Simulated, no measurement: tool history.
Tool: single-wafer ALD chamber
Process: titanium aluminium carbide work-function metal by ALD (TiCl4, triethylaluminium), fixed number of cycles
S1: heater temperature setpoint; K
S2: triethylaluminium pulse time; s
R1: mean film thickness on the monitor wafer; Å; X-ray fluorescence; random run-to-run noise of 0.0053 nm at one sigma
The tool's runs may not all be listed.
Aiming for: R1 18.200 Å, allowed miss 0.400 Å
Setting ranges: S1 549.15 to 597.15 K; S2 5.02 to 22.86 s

{"run": 1, "hour": 0.0, "S1": 573.15, "S2": 13.94, "R1": 20.605}
{"run": 2, "hour": 5.6, "S1": 569.15, "S2": 13.07, "R1": 20.245}
{"run": 3, "hour": 12.8, "S1": 569.15, "S2": 10.9, "R1": 19.69}
{"run": 4, "hour": 21.7, "S1": 567.15, "S2": 10.48, "R1": 19.476}
{"run": 5, "hour": 27.4, "S1": 567.15, "S2": 6.99, "R1": 15.376}
{"run": 6, "hour": 28.7, "S1": 567.15, "S2": 7.52, "R1": 16.497}
{"run": 7, "hour": 32.3, "S1": 567.15, "S2": 7.9, "R1": 17.131}
{"run": 8, "hour": 36.5, "S1": 567.15, "S2": 8.16, "R1": 17.502}
{"run": 9, "hour": 39.1, "S1": 566.15, "S2": 8.29, "R1": 17.581}
{"run": 10, "hour": 43.8, "S1": 565.15, "S2": 8.32, "R1": 17.58}
{"run": 11, "hour": 49.4, "S1": 564.15, "S2": 8.35, "R1": 17.455}
{"run": 12, "hour": 50.7, "S1": 563.15, "S2": 8.47, "R1": 17.664}

Exercise: of the 4 proposed moves below, exactly one satisfies all targets within the stated allowed misses. Which move is it?
{"run": "A", "hour": 52.0, "S1": 557.15, "S2": 8.49, "R1": "?"}
{"run": "B", "hour": 52.0, "S1": 561.15, "S2": 9.28, "R1": "?"}
{"run": "C", "hour": 52.0, "S1": 561.15, "S2": 8.03, "R1": "?"}
{"run": "D", "hour": 52.0, "S1": 559.15, "S2": 8.44, "R1": "?"}

move=A R1=17.114
move=B R1=18.131
move=C R1=16.806
move=D R1=17.195
A: further off than the last run
B: each result inside its tolerance
C: further off than the last run
D: further off than the last run
Correct choice: B, which meets every target
